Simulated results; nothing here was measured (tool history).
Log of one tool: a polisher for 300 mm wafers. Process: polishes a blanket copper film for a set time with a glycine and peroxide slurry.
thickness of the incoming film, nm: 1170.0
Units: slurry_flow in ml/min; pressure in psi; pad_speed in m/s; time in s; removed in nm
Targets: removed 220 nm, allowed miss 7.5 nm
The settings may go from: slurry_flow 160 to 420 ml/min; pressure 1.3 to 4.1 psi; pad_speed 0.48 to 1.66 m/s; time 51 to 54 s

run,day,slurry_flow,pressure,pad_speed,time,removed
1,0,270,2.7,1.06,51,300.98
2,0.358,270,2.5,1.06,51,287
3,0.575,230,2.5,1.06,51,283.54
4,0.788,230,2.5,1.16,51,305.39
5,1.096,230,2.5,1.16,54,312.95
6,1.333,230,2.3,1.16,54,303.32
7,1.529,230,2.1,1.14,54,282.98
8,1.729,230,2,1.14,54,273.9
9,1.892,230,1.9,1.14,54,263.48
10,2.017,230,1.8,1.14,54,256.91
11,2.112,230,1.3,1.12,54,209.9

Which of these 4 next moves meets every target?
A,2.208,200,1.3,1.08,54,?
B,2.208,250,1.4,1.12,54,?
C,2.208,310,1.5,1.02,51,?
D,2.208,240,1.3,1.08,53,?

move,removed
A,202.44
B,222.72
C,207.92
D,203.84
A: further off than the last run
B: meets every target
C: further off than the last run
D: further off than the last run
Move B is the one to make.
